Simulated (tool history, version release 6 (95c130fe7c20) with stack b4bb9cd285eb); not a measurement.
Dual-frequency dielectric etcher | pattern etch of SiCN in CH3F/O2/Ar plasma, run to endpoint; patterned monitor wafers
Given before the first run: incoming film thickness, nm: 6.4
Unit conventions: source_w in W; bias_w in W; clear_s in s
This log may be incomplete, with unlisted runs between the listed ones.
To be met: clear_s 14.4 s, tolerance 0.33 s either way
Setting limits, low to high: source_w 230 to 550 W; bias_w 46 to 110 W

run	hour	source_w	bias_w	clear_s
1	0	390	78	16.77
2	2.1	340	78	17.673
3	11.1	340	70	18.615
4	16.3	310	70	19.419
5	20.5	350	71	18.474
6	21.1	380	73	17.565
7	29	410	74	17.114
8	35.4	430	76	16.447
9	40.2	510	80	15.063
10	42.3	520	81	14.76
11	47.6	520	81	15.073

Next run, 4 choices. One meets every target within its allowed miss, the rest don't. Which?
A	52.9	500	104	?
B	52.9	550	94	?
C	52.9	540	85	?
D	52.9	510	78	?

move	clear_s
A	13.443
B	13.639
C	14.415
D	15.351
A: takes the biggest miss from the last run beyond its target
B: takes the biggest miss from the last run beyond its target
C: all results land within tolerance of their targets
D: moves away from the targets compared with the last run
Move C is the one to make.
